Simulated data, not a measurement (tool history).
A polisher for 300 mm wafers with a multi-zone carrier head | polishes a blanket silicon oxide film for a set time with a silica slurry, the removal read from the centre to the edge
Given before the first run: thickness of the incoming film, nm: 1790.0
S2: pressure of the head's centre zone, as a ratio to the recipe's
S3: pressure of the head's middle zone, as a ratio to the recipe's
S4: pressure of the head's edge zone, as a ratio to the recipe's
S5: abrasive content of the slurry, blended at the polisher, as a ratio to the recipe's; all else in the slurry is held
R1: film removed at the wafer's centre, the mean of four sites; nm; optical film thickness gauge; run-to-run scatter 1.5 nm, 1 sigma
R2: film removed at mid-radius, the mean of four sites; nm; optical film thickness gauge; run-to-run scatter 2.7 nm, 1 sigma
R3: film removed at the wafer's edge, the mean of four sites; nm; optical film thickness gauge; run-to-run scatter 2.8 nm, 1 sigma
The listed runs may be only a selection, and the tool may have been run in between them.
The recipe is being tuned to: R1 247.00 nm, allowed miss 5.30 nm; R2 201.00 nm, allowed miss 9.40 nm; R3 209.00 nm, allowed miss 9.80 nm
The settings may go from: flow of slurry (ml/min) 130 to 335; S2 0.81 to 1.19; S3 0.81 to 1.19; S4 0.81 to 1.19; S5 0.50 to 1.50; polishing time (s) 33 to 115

run 1 hour=0.0 | flow_of_slurry_(ml/min)=215 S2=1.00 S3=1.00 S4=1.00 S5=1.00 polishing_time_(s)=73 | R1=329.93 R2=325.35 R3=320.06
run 2 hour=2.5 | flow_of_slurry_(ml/min)=215 S2=0.93 S3=1.00 S4=1.00 S5=1.00 polishing_time_(s)=73 | R1=311.76 R2=321.69 R3=326.14
run 3 hour=5.5 | flow_of_slurry_(ml/min)=215 S2=0.97 S3=0.95 S4=0.95 S5=0.85 polishing_time_(s)=70 | R1=286.63 R2=279.44 R3=277.44
run 4 hour=8.8 | flow_of_slurry_(ml/min)=215 S2=0.97 S3=0.95 S4=0.95 S5=0.70 polishing_time_(s)=70 | R1=259.07 R2=257.79 R3=256.07
run 5 hour=14.1 | flow_of_slurry_(ml/min)=215 S2=0.89 S3=0.95 S4=0.95 S5=0.70 polishing_time_(s)=70 | R1=237.67 R2=259.15 R3=251.79
run 6 hour=15.3 | flow_of_slurry_(ml/min)=215 S2=0.89 S3=0.95 S4=0.95 S5=0.55 polishing_time_(s)=70 | R1=208.22 R2=232.71 R3=228.26
run 7 hour=24.2 | flow_of_slurry_(ml/min)=240 S2=0.95 S3=0.91 S4=0.93 S5=0.55 polishing_time_(s)=67 | R1=218.12 R2=210.65 R3=213.40
run 8 hour=29.9 | flow_of_slurry_(ml/min)=245 S2=0.98 S3=0.90 S4=0.92 S5=0.55 polishing_time_(s)=67 | R1=226.85 R2=213.04 R3=215.12
run 9 hour=31.8 | flow_of_slurry_(ml/min)=295 S2=1.08 S3=0.81 S4=0.88 S5=0.50 polishing_time_(s)=64 | R1=229.44 R2=187.40 R3=193.69

4 next moves are on the table. One of them brings every result within its allowed miss. Which?
run A hour=33.7 | flow_of_slurry_(ml/min)=290 S2=0.96 S3=0.87 S4=0.88 S5=0.50 polishing_time_(s)=68 | R1=? R2=? R3=?
run B hour=33.7 | flow_of_slurry_(ml/min)=335 S2=1.06 S3=1.05 S4=0.84 S5=0.65 polishing_time_(s)=53 | R1=? R2=? R3=?
run C hour=33.7 | flow_of_slurry_(ml/min)=280 S2=1.06 S3=0.81 S4=0.82 S5=0.50 polishing_time_(s)=70 | R1=? R2=? R3=?
run D hour=33.7 | flow_of_slurry_(ml/min)=300 S2=1.19 S3=0.89 S4=0.81 S5=0.50 polishing_time_(s)=64 | R1=? R2=? R3=?

move=A R1=216.18 R2=197.04 R3=202.47
move=B R1=218.72 R2=201.01 R3=180.78
move=C R1=244.86 R2=194.12 R3=202.41
move=D R1=253.55 R2=188.28 R3=185.05
A: moves away from the targets compared with the last run
B: moves away from the targets compared with the last run
C: meets every target
D: takes the biggest miss from the last run beyond its target
Move C is the one to make.

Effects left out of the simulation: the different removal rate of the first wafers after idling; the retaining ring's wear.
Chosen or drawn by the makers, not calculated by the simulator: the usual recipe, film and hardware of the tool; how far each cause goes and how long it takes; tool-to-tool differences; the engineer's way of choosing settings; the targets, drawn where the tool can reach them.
